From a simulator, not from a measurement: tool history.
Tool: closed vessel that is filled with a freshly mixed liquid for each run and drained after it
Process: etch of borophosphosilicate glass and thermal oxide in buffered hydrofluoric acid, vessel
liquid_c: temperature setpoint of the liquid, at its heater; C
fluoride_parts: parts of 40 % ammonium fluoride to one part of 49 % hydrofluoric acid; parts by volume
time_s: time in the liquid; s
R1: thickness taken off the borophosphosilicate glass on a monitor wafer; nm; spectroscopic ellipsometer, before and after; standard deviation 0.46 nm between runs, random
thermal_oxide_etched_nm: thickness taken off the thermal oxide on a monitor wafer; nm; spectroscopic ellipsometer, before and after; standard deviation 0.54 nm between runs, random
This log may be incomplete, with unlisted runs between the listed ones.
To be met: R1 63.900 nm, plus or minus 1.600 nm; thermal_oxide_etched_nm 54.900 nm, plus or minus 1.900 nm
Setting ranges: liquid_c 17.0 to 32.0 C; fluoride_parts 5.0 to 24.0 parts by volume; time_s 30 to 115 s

run 1 hour=0.0 | liquid_c=24.0 fluoride_parts=14.5 time_s=60 | R1=55.493 thermal_oxide_etched_nm=47.308
run 2 hour=2.1 | liquid_c=24.5 fluoride_parts=14.5 time_s=60 | R1=55.400 thermal_oxide_etched_nm=47.848
run 3 hour=4.6 | liquid_c=24.5 fluoride_parts=12.0 time_s=60 | R1=68.727 thermal_oxide_etched_nm=57.485
run 4 hour=13.0 | liquid_c=24.5 fluoride_parts=12.0 time_s=70 | R1=78.773 thermal_oxide_etched_nm=67.893
run 5 hour=19.5 | liquid_c=23.5 fluoride_parts=12.0 time_s=70 | R1=74.870 thermal_oxide_etched_nm=64.220
run 6 hour=26.9 | liquid_c=23.5 fluoride_parts=12.0 time_s=90 | R1=96.182 thermal_oxide_etched_nm=82.164
run 7 hour=35.8 | liquid_c=22.0 fluoride_parts=12.0 time_s=90 | R1=88.716 thermal_oxide_etched_nm=75.970
run 8 hour=43.3 | liquid_c=21.0 fluoride_parts=12.0 time_s=90 | R1=84.855 thermal_oxide_etched_nm=72.826
run 9 hour=51.3 | liquid_c=20.0 fluoride_parts=12.0 time_s=90 | R1=79.887 thermal_oxide_etched_nm=67.785
run 10 hour=52.6 | liquid_c=20.0 fluoride_parts=12.0 time_s=90 | R1=79.521 thermal_oxide_etched_nm=68.028
run 11 hour=58.8 | liquid_c=19.5 fluoride_parts=12.0 time_s=90 | R1=77.130 thermal_oxide_etched_nm=67.103
run 12 hour=64.5 | liquid_c=19.0 fluoride_parts=12.0 time_s=90 | R1=75.758 thermal_oxide_etched_nm=63.962
run 13 hour=71.7 | liquid_c=18.5 fluoride_parts=12.5 time_s=90 | R1=70.452 thermal_oxide_etched_nm=60.321
run 14 hour=77.7 | liquid_c=18.0 fluoride_parts=12.5 time_s=90 | R1=69.251 thermal_oxide_etched_nm=58.300

Pick the move, out of 4, that brings all results within their allowed miss; only one does.
run A hour=83.7 | liquid_c=19.0 fluoride_parts=12.0 time_s=80 | R1=? thermal_oxide_etched_nm=?
run B hour=83.7 | liquid_c=29.5 fluoride_parts=18.5 time_s=70 | R1=? thermal_oxide_etched_nm=?
run C hour=83.7 | liquid_c=24.0 fluoride_parts=12.5 time_s=60 | R1=? thermal_oxide_etched_nm=?
run D hour=83.7 | liquid_c=17.0 fluoride_parts=11.0 time_s=75 | R1=? thermal_oxide_etched_nm=?

move=A R1=66.325 thermal_oxide_etched_nm=56.511
move=B R1=66.764 thermal_oxide_etched_nm=57.332
move=C R1=62.855 thermal_oxide_etched_nm=53.741
move=D R1=60.565 thermal_oxide_etched_nm=51.491
A: moves toward the targets from the last run without getting all of them in spec
B: moves toward the targets from the last run without getting all of them in spec
C: all results land within tolerance of their targets
D: takes the biggest miss from the last run beyond its target
So the answer is move C, the one that meets all the targets.

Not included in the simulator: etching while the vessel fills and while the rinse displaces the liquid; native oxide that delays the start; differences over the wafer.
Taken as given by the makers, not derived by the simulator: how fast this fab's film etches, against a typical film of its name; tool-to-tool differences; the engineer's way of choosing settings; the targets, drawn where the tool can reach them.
